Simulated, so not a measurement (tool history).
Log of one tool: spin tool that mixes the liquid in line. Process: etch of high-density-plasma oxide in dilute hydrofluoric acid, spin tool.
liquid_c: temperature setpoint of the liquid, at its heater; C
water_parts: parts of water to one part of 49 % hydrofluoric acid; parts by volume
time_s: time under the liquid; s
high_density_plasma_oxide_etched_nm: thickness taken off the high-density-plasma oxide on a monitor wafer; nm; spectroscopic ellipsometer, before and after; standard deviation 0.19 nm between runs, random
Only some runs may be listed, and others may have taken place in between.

| run | hour | liquid_c | water_parts | time_s | high_density_plasma_oxide_etched_nm |
|---|---|---|---|---|---|
| 1 | 0.0 | 21.0 | 170 | 275 | 11.750 |
| 2 | 2.1 | 21.0 | 220 | 275 | 8.569 |
| 3 | 10.4 | 23.0 | 190 | 275 | 11.072 |
| 4 | 18.4 | 24.5 | 165 | 275 | 13.769 |
| 5 | 20.3 | 23.0 | 165 | 275 | 13.135 |
| 6 | 25.7 | 24.5 | 150 | 275 | 15.547 |
| 7 | 27.6 | 25.5 | 140 | 275 | 17.459 |
| 8 | 32.7 | 26.5 | 135 | 275 | 19.039 |
| 9 | 39.8 | 27.0 | 130 | 275 | 20.219 |
| 10 | 44.2 | 27.5 | 130 | 275 | 20.491 |

Expected results for the next run?
| 11 | 47.0 | 28.0 | 130 | 275 | ? |

high_density_plasma_oxide_etched_nm: 21.165 nm
